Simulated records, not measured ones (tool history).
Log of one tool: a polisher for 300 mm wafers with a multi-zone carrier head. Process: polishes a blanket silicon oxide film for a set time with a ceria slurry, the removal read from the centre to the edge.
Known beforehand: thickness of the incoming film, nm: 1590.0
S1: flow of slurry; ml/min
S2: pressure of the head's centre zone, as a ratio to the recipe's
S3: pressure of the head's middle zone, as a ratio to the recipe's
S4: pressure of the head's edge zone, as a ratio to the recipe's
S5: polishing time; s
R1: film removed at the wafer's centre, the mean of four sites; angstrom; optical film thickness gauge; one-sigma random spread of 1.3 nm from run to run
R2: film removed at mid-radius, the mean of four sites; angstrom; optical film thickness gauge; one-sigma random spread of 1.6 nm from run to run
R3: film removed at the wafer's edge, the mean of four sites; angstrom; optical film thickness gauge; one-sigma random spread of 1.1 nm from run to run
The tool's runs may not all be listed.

run	day	S1	S2	S3	S4	S5	R1	R2	R3
1	0.000	300	1.00	1.00	1.00	45	1617.1	1563.1	1631.5
2	0.192	300	1.07	1.00	1.00	45	1739.7	1548.6	1631.1
3	0.400	325	1.07	1.00	1.00	45	1735.5	1566.5	1634.6
4	0.542	325	1.07	1.07	1.00	45	1735.8	1669.0	1626.7
5	0.875	360	1.07	1.07	1.00	45	1755.1	1657.9	1647.5
# day 1.142: worn pad replaced by a new one
6	1.142	360	1.07	1.07	0.91	45	1937.8	1874.1	1742.4

Run 7 is up next; what results do you expect?
7	1.267	345	1.06	1.02	0.92	45	?	?	?

R1: 1927.4 angstrom
R2: 1811.6 angstrom
R3: 1742.2 angstrom
